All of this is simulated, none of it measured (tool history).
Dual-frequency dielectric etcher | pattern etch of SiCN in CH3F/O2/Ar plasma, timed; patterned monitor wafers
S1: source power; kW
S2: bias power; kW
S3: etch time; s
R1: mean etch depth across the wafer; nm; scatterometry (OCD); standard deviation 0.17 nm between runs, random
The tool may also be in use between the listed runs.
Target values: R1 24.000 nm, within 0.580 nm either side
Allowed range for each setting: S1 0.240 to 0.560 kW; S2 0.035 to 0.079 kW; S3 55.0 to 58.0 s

{"run": 1, "hour": 0.0, "S1": 0.4, "S2": 0.057, "S3": 55.0, "R1": 21.883}
{"run": 2, "hour": 4.9, "S1": 0.4, "S2": 0.05, "S3": 55.0, "R1": 20.7}
{"run": 3, "hour": 9.4, "S1": 0.4, "S2": 0.05, "S3": 55.0, "R1": 20.975}
{"run": 4, "hour": 12.4, "S1": 0.43, "S2": 0.051, "S3": 55.0, "R1": 21.788}
{"run": 5, "hour": 17.6, "S1": 0.43, "S2": 0.051, "S3": 58.0, "R1": 23.1}
{"hour": 22.9, "done": "wet clean of the chamber"}
{"run": 6, "hour": 22.9, "S1": 0.43, "S2": 0.045, "S3": 58.0, "R1": 21.068}
{"run": 7, "hour": 24.9, "S1": 0.45, "S2": 0.046, "S3": 58.0, "R1": 21.65}
{"run": 8, "hour": 29.7, "S1": 0.46, "S2": 0.048, "S3": 58.0, "R1": 22.098}
{"run": 9, "hour": 38.1, "S1": 0.46, "S2": 0.05, "S3": 58.0, "R1": 22.68}
{"run": 10, "hour": 43.9, "S1": 0.47, "S2": 0.051, "S3": 58.0, "R1": 22.809}
{"run": 11, "hour": 49.1, "S1": 0.47, "S2": 0.052, "S3": 58.0, "R1": 22.809}

Consider the 5 candidate settings below. Which is the only one whose results all fall within their allowed miss of target?
{"run": "A", "hour": 54.3, "S1": 0.48, "S2": 0.052, "S3": 55.0, "R1": "?"}
{"run": "B", "hour": 54.3, "S1": 0.51, "S2": 0.049, "S3": 56.0, "R1": "?"}
{"run": "C", "hour": 54.3, "S1": 0.56, "S2": 0.047, "S3": 57.5, "R1": "?"}
{"run": "D", "hour": 54.3, "S1": 0.49, "S2": 0.053, "S3": 56.0, "R1": "?"}
{"run": "E", "hour": 54.3, "S1": 0.39, "S2": 0.056, "S3": 58.0, "R1": "?"}

move=A R1=21.681
move=B R1=22.284
move=C R1=23.582
move=D R1=22.421
move=E R1=21.237
A: its largest miss is bigger than the last run's
B: its largest miss is bigger than the last run's
C: each result inside its tolerance
D: its largest miss is bigger than the last run's
E: its largest miss is bigger than the last run's
Answer: C
